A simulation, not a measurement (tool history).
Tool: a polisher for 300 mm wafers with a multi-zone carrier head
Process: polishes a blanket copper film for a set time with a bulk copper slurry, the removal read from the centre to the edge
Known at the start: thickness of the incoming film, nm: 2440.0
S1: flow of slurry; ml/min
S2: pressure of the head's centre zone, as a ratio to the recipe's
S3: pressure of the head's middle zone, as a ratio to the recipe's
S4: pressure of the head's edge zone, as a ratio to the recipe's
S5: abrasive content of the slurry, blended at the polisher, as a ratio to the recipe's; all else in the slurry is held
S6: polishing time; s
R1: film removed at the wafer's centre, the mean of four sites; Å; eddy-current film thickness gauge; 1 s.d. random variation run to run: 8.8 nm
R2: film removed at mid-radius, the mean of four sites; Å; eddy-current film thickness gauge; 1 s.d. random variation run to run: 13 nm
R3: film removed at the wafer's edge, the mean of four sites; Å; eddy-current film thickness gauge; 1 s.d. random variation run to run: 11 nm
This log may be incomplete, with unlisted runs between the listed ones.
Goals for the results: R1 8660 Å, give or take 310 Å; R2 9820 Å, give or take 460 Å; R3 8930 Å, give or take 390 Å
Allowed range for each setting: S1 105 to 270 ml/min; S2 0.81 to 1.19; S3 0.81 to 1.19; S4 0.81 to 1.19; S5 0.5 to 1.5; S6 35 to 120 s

| run | hour | S1 | S2 | S3 | S4 | S5 | S6 | R1 | R2 | R3 |
|---|---|---|---|---|---|---|---|---|---|---|
| 1 | 0 | 175 | 1 | 1 | 1 | 1 | 77 | 10303 | 9849.2 | 10136 |
| 2 | 7.5 | 130 | 1 | 1 | 1 | 1 | 77 | 9703.8 | 9374.8 | 10082 |
| 3 | 8.6 | 130 | 1 | 1 | 1 | 1.1 | 77 | 10003 | 9551.1 | 10171 |
| 4 | 12.7 | 135 | 0.97 | 1.03 | 0.96 | 1.05 | 76 | 9400.6 | 9613.8 | 9462.9 |
| 5 | 20.6 | 135 | 0.97 | 1.03 | 0.96 | 1.05 | 84 | 10465 | 10914 | 10888 |
| 6 | 27.9 | 145 | 0.95 | 1.03 | 0.93 | 0.95 | 82 | 9984.2 | 10408 | 10181 |
| 7 | 36.3 | 145 | 0.93 | 1.04 | 0.9 | 0.9 | 81 | 9594 | 10349 | 9611.1 |
| 8 | 37.6 | 140 | 0.91 | 1.04 | 0.89 | 0.85 | 81 | 9177.1 | 9906.8 | 9713.3 |
| 9 | 42 | 140 | 0.91 | 1.04 | 0.89 | 0.85 | 81 | 8963.6 | 10171 | 9694.2 |
| 10 | 45.5 | 140 | 0.91 | 1.04 | 0.87 | 0.8 | 80 | 8901.3 | 9858.6 | 9338.6 |
| 11 | 47.6 | 140 | 0.91 | 1.05 | 0.86 | 0.8 | 80 | 8805.5 | 10015 | 9208.8 |
| 12 | 55.9 | 140 | 0.91 | 1.05 | 0.85 | 0.8 | 80 | 9035.5 | 10092 | 9254.1 |
| 13 | 61.8 | 140 | 0.91 | 1.05 | 0.85 | 0.8 | 80 | 9021.7 | 9732.9 | 9197.2 |

Which single option among these 5 for the next run brings every result within its allowed miss of target? Just one does.
| A | 67.7 | 215 | 0.97 | 1.05 | 0.85 | 0.5 | 78 | ? | ? | ? |
| B | 67.7 | 125 | 0.86 | 1.04 | 0.89 | 0.85 | 89 | ? | ? | ? |
| C | 67.7 | 175 | 0.99 | 1.16 | 0.86 | 0.9 | 73 | ? | ? | ? |
| D | 67.7 | 135 | 0.94 | 1.07 | 0.89 | 0.6 | 81 | ? | ? | ? |
| E | 67.7 | 160 | 1 | 1.04 | 0.83 | 0.9 | 72 | ? | ? | ? |

| move | R1 | R2 | R3 |
|---|---|---|---|
| A | 9314 | 9566.8 | 8821.5 |
| B | 9462.2 | 10883 | 10600 |
| C | 9592.1 | 10563 | 9049.8 |
| D | 8898.8 | 9651.3 | 9131 |
| E | 9377.9 | 9345.8 | 8703.5 |
A: further off than the last run
B: further off than the last run
C: further off than the last run
D: every result lands within tolerance
E: further off than the last run
Go with D: it meets all targets.
